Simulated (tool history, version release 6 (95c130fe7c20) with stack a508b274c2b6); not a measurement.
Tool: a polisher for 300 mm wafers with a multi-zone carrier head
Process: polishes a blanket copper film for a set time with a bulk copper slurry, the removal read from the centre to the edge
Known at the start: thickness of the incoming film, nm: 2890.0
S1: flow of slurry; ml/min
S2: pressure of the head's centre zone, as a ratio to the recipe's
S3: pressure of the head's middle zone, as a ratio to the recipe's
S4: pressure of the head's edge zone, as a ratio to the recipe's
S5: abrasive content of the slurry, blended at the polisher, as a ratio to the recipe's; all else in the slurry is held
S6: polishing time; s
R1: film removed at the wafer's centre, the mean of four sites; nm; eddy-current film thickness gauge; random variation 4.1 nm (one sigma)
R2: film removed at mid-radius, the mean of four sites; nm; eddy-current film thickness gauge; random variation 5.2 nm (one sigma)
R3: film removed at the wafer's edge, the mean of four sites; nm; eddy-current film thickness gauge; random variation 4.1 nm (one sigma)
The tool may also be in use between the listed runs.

Run 1, hour 0: S1 240 ml/min, S2 1, S3 1, S4 1, S5 1, S6 45 s. Result: R1 736.96 nm, R2 752.34 nm, R3 748.4 nm.
Run 2, hour 2.1: S1 225 ml/min, S2 0.96, S3 0.95, S4 0.99, S5 0.85, S6 42 s. Result: R1 645.61 nm, R2 637.57 nm, R3 664.96 nm.
Run 3, hour 5.1: S1 225 ml/min, S2 0.96, S3 0.95, S4 0.99, S5 0.85, S6 52 s. Result: R1 799.01 nm, R2 791.65 nm, R3 833.33 nm.
Run 4, hour 7.1: S1 210 ml/min, S2 0.92, S3 0.93, S4 1, S5 0.75, S6 48 s. Result: R1 668.86 nm, R2 695.45 nm, R3 741.03 nm.
Run 5, hour 7.7: S1 210 ml/min, S2 0.92, S3 0.93, S4 1.06, S5 0.75, S6 48 s. Result: R1 665.12 nm, R2 709.9 nm, R3 763.1 nm.
Run 6, hour 10.2: S1 200 ml/min, S2 0.9, S3 0.9, S4 1.04, S5 0.7, S6 45 s. Result: R1 605.36 nm, R2 619.1 nm, R3 683 nm.
Run 7, hour 11.7: S1 190 ml/min, S2 0.88, S3 0.88, S4 1.04, S5 0.65, S6 43 s. Result: R1 546.18 nm, R2 576.92 nm, R3 631.9 nm.
Run 8, hour 20.1: S1 185 ml/min, S2 0.88, S3 0.86, S4 1.06, S5 0.6, S6 41 s. Result: R1 508.69 nm, R2 507.8 nm, R3 612.41 nm.
Run 9, hour 28.1: S1 180 ml/min, S2 0.87, S3 0.85, S4 1.03, S5 0.55, S6 40 s. Result: R1 474.31 nm, R2 485.7 nm, R3 569.62 nm.
Run 10, hour 35.7: S1 175 ml/min, S2 0.87, S3 0.84, S4 1.01, S5 0.55, S6 40 s. Result: R1 473.53 nm, R2 478 nm, R3 550.1 nm.
Run 11, hour 44.2: S1 170 ml/min, S2 0.86, S3 0.83, S4 1.01, S5 0.55, S6 40 s. Result: R1 471.28 nm, R2 480.61 nm, R3 555.4 nm.

Run 12 comes next. What will it give?
Run 12, hour 49.1: S1 170 ml/min, S2 0.86, S3 0.83, S4 1.01, S5 0.55, S6 39 s. Result: R1 ?, R2 ?, R3 ?.

R1: 457.31 nm
R2: 463.26 nm
R3: 542.85 nm
